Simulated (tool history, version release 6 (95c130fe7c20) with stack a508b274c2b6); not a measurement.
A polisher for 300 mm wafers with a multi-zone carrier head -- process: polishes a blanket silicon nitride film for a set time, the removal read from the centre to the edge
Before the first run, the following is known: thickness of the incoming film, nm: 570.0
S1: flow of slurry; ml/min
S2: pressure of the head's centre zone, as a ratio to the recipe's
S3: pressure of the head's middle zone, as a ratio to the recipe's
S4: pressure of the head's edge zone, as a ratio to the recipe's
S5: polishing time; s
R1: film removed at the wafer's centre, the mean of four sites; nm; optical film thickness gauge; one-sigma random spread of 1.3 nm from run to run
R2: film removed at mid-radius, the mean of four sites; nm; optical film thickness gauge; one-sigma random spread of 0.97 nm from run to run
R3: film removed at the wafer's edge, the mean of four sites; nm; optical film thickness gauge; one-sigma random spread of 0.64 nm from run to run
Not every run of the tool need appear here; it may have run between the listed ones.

run	day	S1	S2	S3	S4	S5	R1	R2	R3
1	0	150	1	1	1	41	71.048	71.739	66.768
2	0.2	120	1	1	1	41	67.279	67.501	63.849
3	0.479	120	1	1	1	32	51.679	53.381	50.091
4	0.621	120	1	1	0.97	32	52.42	52.468	49.161
5	0.867	120	1	1	0.93	32	51.833	54.093	48.21
6	0.933	130	1.01	1	0.97	35	59.589	59.213	55.212
7	1.075	130	1.01	1	0.97	35	57.785	58.781	55.021
8	1.267	140	1.04	1	0.98	37	65.319	63.671	59.455
9	1.421	150	1.05	1	1.01	39	71.328	68.76	63.609
10	1.529	155	1.05	0.99	1.03	41	77.257	71.21	67.318
11	1.558	160	1.04	0.98	1.05	43	77.881	74.749	72.897
12	1.721	170	1.05	0.98	1.07	44	83.4	78.124	75.131
13	1.983	175	1.05	0.97	1.08	45	84.403	79.277	78.023
14	2.092	180	1.06	0.96	1.09	46	87.124	79.207	79.239
15	2.333	180	1.06	0.96	1.1	47	89.612	82.429	82.516

Run 16 is up next; what results do you expect?
# day 2.525: edge zone pressure recalibrated
16	2.525	185	1.07	0.96	1.11	48	?	?	?

Run 16 gave R1 91.361 nm, R2 84.012 nm, R3 88.796 nm.
